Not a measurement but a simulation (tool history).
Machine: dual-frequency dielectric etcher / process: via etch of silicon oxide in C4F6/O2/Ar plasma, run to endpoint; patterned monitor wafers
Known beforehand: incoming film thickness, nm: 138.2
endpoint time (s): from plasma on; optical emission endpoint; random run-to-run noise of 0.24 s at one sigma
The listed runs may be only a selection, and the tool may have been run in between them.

run,hour,bias power (W),source power (W),Ar flow (sccm),endpoint time (s)
1,0,625,270,283,32.015
2,3.2,533,270,283,34.081
3,4.3,533,240,283,37.307
4,12.5,533,290,283,33.625
5,16.5,515,290,283,33.417
6,21.7,515,290,253,33.312
7,27.7,493,290,253,33.714
8,34.7,474,290,253,34.613

Predict the results of run 9:
9,35.8,474,290,253,?

endpoint time (s): 34.805
